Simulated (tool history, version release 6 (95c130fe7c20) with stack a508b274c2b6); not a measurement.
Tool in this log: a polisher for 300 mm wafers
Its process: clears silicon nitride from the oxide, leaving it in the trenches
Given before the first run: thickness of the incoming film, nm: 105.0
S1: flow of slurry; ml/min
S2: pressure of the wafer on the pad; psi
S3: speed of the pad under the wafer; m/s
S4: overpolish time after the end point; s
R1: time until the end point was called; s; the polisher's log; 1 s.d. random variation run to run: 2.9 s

run  hour   S1   S2    S3  S4      R1
  1     0  195  2.2  1.08   7  134.57
  2   2.7  195  2.1  1.08   7  139.16
  3   5.1  195  2.1  0.88   7  169.47
  4  11.8  245  2.1  0.88   7  167.06
  5  16.3  245  2.6  0.88   7  139.24
  6  17.9  285  2.6  0.88   7  135.51
  7  18.5  285  2.4  0.88   7   143.9
  8  20.9  285  2.3  0.88   7  150.34
  9  24.2  285  2.2  0.88   7  155.17
 10  27.7  285  2.1  0.88   7  162.73

The next listed run, before its measurement:
 11  34.8  285   2  0.88   7   ?

{"run 11": {"R1": 170.92}}

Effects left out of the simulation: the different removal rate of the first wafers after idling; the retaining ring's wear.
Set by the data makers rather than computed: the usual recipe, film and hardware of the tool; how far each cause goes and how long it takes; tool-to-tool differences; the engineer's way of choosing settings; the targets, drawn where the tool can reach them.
